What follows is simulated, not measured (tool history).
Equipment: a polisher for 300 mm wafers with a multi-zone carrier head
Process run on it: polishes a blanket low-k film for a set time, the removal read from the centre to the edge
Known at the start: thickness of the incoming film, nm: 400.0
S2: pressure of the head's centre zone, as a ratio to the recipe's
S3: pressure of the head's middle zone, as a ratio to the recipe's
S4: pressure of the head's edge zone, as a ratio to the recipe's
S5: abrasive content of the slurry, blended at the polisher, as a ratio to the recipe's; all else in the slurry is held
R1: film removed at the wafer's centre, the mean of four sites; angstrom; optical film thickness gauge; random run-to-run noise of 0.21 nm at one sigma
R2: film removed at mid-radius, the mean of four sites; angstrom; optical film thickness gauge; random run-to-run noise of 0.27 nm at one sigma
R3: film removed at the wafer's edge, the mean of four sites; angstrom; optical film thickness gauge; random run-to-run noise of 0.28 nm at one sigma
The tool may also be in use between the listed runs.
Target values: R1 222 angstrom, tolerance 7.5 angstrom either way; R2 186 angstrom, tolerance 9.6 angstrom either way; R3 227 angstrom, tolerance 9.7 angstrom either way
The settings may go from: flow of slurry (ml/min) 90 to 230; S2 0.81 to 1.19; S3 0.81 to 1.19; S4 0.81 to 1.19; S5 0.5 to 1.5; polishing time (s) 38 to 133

Run 1, hour 0: flow of slurry (ml/min) 150, S2 1, S3 1, S4 1, S5 1, polishing time (s) 85. Result: R1 267.23 angstrom, R2 276.69 angstrom, R3 279.65 angstrom.
Run 2, hour 7.8: flow of slurry (ml/min) 170, S2 1, S3 1, S4 1, S5 1, polishing time (s) 85. Result: R1 280.52 angstrom, R2 276.51 angstrom, R3 283.26 angstrom.
Run 3, hour 16.4: flow of slurry (ml/min) 170, S2 1, S3 0.95, S4 1, S5 1, polishing time (s) 85. Result: R1 276.9 angstrom, R2 263.57 angstrom, R3 285.53 angstrom.
Run 4, hour 19.2: flow of slurry (ml/min) 170, S2 1, S3 0.95, S4 1, S5 0.85, polishing time (s) 85. Result: R1 248.39 angstrom, R2 234.24 angstrom, R3 254.37 angstrom.
Run 5, hour 27.7: flow of slurry (ml/min) 170, S2 0.97, S3 0.95, S4 1, S5 0.85, polishing time (s) 85. Result: R1 240.15 angstrom, R2 239.1 angstrom, R3 262.06 angstrom.
Run 6, hour 31: flow of slurry (ml/min) 170, S2 0.97, S3 0.95, S4 1, S5 0.85, polishing time (s) 98. Result: R1 278.03 angstrom, R2 272.28 angstrom, R3 290.85 angstrom.
Run 7, hour 35.1: flow of slurry (ml/min) 130, S2 1.01, S3 0.85, S4 0.95, S5 0.6, polishing time (s) 94. Result: R1 200.32 angstrom, R2 172.72 angstrom, R3 204.37 angstrom.
Run 8, hour 38.5: flow of slurry (ml/min) 135, S2 1.01, S3 0.85, S4 0.96, S5 0.6, polishing time (s) 94. Result: R1 198.55 angstrom, R2 177.14 angstrom, R3 207.95 angstrom.
Run 9, hour 44.9: flow of slurry (ml/min) 140, S2 1.01, S3 0.85, S4 0.96, S5 0.6, polishing time (s) 94. Result: R1 202.42 angstrom, R2 176.34 angstrom, R3 205.08 angstrom.
Run 10, hour 45.8: flow of slurry (ml/min) 160, S2 1.03, S3 0.84, S4 1.06, S5 0.7, polishing time (s) 94. Result: R1 239.02 angstrom, R2 204.14 angstrom, R3 251.93 angstrom.
Run 11, hour 52.4: flow of slurry (ml/min) 155, S2 1.03, S3 0.84, S4 1.05, S5 0.7, polishing time (s) 94. Result: R1 242.07 angstrom, R2 203.78 angstrom, R3 250.55 angstrom.

Pick the move, out of 5, that brings all results within their allowed miss; only one does.
Run A, hour 59: flow of slurry (ml/min) 135, S2 1.14, S3 0.94, S4 1.03, S5 0.75, polishing time (s) 76. Result: R1 ?, R2 ?, R3 ?.
Run B, hour 59: flow of slurry (ml/min) 170, S2 0.94, S3 0.86, S4 1.11, S5 1, polishing time (s) 73. Result: R1 ?, R2 ?, R3 ?.
Run C, hour 59: flow of slurry (ml/min) 145, S2 1.13, S3 1, S4 1.05, S5 0.8, polishing time (s) 89. Result: R1 ?, R2 ?, R3 ?.
Run D, hour 59: flow of slurry (ml/min) 160, S2 1.03, S3 0.83, S4 1.03, S5 0.65, polishing time (s) 92. Result: R1 ?, R2 ?, R3 ?.
Run E, hour 59: flow of slurry (ml/min) 185, S2 1.02, S3 0.89, S4 1.16, S5 0.6, polishing time (s) 90. Result: R1 ?, R2 ?, R3 ?.

move      R1      R2      R3
   A  223.61  184.25  202.37
   B  223.16  207.85  251.25
   C  276.09  240.51  252.95
   D   223.8   185.2  222.29
   E  206.15  181.16   217.5
A: the worst result of the last run now meets its target, but another is out of spec
B: the worst result of the last run now meets its target, but another is out of spec
C: further off than the last run
D: all results land within tolerance of their targets
E: takes the biggest miss from the last run beyond its target
Answer: D

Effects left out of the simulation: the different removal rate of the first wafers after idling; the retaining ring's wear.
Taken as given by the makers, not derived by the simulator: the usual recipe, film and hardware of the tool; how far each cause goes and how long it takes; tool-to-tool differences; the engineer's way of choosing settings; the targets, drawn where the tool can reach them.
